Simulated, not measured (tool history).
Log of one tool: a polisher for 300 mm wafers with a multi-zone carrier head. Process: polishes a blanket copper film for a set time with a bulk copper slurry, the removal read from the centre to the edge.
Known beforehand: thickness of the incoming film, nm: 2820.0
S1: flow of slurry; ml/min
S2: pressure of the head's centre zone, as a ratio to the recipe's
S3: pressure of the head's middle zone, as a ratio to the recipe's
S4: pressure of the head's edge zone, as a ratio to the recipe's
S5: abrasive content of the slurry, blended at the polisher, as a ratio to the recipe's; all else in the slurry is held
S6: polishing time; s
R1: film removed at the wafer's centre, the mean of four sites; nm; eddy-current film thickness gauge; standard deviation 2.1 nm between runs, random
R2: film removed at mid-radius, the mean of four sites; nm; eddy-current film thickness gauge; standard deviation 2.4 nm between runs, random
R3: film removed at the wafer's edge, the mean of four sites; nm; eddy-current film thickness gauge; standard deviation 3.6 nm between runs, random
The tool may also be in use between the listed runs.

run 1 day=0 | S1=240 S2=1 S3=1 S4=1 S5=1 S6=33 | R1=352.82 R2=353.91 R3=355.58
run 2 day=0.271 | S1=235 S2=0.98 S3=0.98 S4=0.98 S5=0.95 S6=33 | R1=343.34 R2=347.27 R3=348.75
run 3 day=0.642 | S1=235 S2=1.03 S3=0.98 S4=0.98 S5=0.95 S6=33 | R1=357.42 R2=341.54 R3=344.26
run 4 day=0.812 | S1=235 S2=1.03 S3=0.98 S4=1.05 S5=0.95 S6=33 | R1=360.1 R2=340.59 R3=353.81
run 5 day=0.921 | S1=235 S2=1.03 S3=0.98 S4=1.09 S5=0.95 S6=33 | R1=360.19 R2=341.64 R3=369.26
run 6 day=1.071 | S1=235 S2=1.06 S3=0.98 S4=1.09 S5=0.95 S6=33 | R1=367.61 R2=344.5 R3=358.13
run 7 day=1.162 | S1=235 S2=1.06 S3=0.98 S4=1.09 S5=0.95 S6=33 | R1=370.4 R2=350.86 R3=359.38

Forecast run 8:
run 8 day=1.388 | S1=195 S2=0.96 S3=0.88 S4=0.99 S5=0.7 S6=32 | R1=? R2=? R3=?

R1: 298.26 nm
R2: 276.78 nm
R3: 311.77 nm
